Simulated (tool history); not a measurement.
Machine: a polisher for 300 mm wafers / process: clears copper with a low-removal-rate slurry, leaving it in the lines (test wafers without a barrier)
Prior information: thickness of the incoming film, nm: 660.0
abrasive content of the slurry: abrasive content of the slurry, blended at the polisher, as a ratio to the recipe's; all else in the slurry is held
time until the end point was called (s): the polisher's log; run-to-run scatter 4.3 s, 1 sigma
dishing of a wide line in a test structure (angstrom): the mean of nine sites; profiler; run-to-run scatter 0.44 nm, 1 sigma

| run | hour | flow of slurry (ml/min) | pressure of the wafer on the pad (psi) | speed of the pad under the wafer (m/s) | abrasive content of the slurry | overpolish time after the end point (s) | time until the end point was called (s) | dishing of a wide line in a test structure (angstrom) |
|---|---|---|---|---|---|---|---|---|
| 1 | 0 | 270 | 3.1 | 1.28 | 1 | 26 | 170.43 | 550.54 |
| 2 | 8.3 | 270 | 2.8 | 1.26 | 1 | 23 | 186.67 | 496.31 |
| 3 | 10.5 | 270 | 2.5 | 1.26 | 1 | 23 | 204.35 | 478.22 |
| 4 | 15.8 | 270 | 2.3 | 1.22 | 1 | 20 | 221.12 | 393.32 |
| 5 | 16.7 | 270 | 2.2 | 1.18 | 1 | 18 | 242.26 | 362.07 |
| 6 | 18.7 | 230 | 2.2 | 1.18 | 1 | 18 | 253.47 | 359.12 |
| 7 | 20.8 | 240 | 2.1 | 1.16 | 1.05 | 16 | 258.49 | 320.04 |

What will run 8 give?
| 8 | 29.6 | 240 | 2 | 1.16 | 1.1 | 15 | ? | ? |

Run 8 yielded time until the end point was called (s) 267.34, dishing of a wide line in a test structure (angstrom) 292.68.

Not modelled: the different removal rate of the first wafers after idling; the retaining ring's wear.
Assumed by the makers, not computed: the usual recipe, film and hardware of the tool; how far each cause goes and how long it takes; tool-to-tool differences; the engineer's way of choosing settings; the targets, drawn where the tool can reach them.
